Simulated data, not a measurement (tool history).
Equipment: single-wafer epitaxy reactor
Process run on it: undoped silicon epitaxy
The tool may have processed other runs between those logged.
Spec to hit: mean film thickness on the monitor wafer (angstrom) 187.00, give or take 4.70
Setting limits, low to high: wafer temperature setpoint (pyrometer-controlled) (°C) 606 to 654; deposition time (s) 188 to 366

| run | hour | wafer temperature setpoint (pyrometer-controlled) (°C) | deposition time (s) | mean film thickness on the monitor wafer (angstrom) |
|---|---|---|---|---|
| 1 | 0.0 | 630 | 277 | 292.71 |
| 2 | 6.8 | 626 | 276 | 263.43 |
| 3 | 15.7 | 626 | 314 | 298.17 |
| 4 | 21.8 | 621 | 314 | 262.31 |
| 5 | 28.1 | 618 | 314 | 243.81 |
| 6 | 33.4 | 616 | 314 | 229.00 |
| 7 | 36.4 | 614 | 314 | 216.98 |
| 8 | 41.0 | 613 | 314 | 211.96 |
| 9 | 44.2 | 612 | 314 | 205.87 |

Which of these 5 next moves meets every target?
| A | 47.4 | 611 | 278 | ? |
| B | 47.4 | 606 | 312 | ? |
| C | 47.4 | 611 | 290 | ? |
| D | 47.4 | 606 | 320 | ? |
| E | 47.4 | 614 | 294 | ? |

| move | mean film thickness on the monitor wafer (angstrom) |
|---|---|
| A | 178.42 |
| B | 174.59 |
| C | 186.12 |
| D | 179.06 |
| E | 204.69 |
A: moves the result that the last run missed by most past its target, out the other side
B: moves the result that the last run missed by most past its target, out the other side
C: every result within its allowed miss
D: moves the result that the last run missed by most past its target, out the other side
E: gains on the last run, yet a result remains outside its allowed miss
The right move is C.
